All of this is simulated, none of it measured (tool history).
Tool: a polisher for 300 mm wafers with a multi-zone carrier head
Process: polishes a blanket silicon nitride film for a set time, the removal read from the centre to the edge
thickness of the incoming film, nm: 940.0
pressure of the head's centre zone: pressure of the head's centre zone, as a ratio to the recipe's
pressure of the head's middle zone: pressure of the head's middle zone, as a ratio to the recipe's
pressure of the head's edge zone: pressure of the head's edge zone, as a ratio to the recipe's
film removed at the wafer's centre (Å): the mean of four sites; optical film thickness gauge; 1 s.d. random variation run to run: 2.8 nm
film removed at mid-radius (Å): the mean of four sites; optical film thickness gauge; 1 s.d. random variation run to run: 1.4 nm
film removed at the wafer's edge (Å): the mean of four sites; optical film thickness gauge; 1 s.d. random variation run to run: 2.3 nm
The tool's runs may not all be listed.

run	day	flow of slurry (ml/min)	pressure of the head's centre zone	pressure of the head's middle zone	pressure of the head's edge zone	polishing time (s)	film removed at the wafer's centre (Å)	film removed at mid-radius (Å)	film removed at the wafer's edge (Å)
1	0	165	1	1	1	60	1631.8	1558.9	1609.7
2	0.121	165	0.92	1	1	60	1481.5	1570.2	1626.3
3	0.496	165	0.92	1.07	1	60	1444.1	1654.9	1610.2
4	0.767	165	0.92	1.07	0.93	60	1477.9	1668.8	1535.3
5	0.9	165	0.92	1.07	0.93	70	1725.5	1921.2	1817.3
6	1.271	175	0.94	1.06	0.97	71	1778.5	1957.5	1852
7	1.321	175	0.96	1.04	1	73	1884.3	2003.7	1921.5
8	1.55	175	0.97	1.01	1.02	75	1910.2	1982.9	2067.8
9	1.662	185	0.99	1	1.03	76	2040.1	2032.3	2063.2
10	1.771	185	1	0.99	1.05	77	2087.3	2024.8	2139.6
11	2.008	190	1	0.99	1.06	78	2118.8	2063.8	2168.1
12	2.254	190	1	0.98	1.07	78	2151.3	2018	2179.9

Forecast run 13:
13	2.533	190	1	0.98	1.08	78	?	?	?

Run 13 produced film removed at the wafer's centre (Å) 2121.5, film removed at mid-radius (Å) 2051.8, film removed at the wafer's edge (Å) 2151.7.
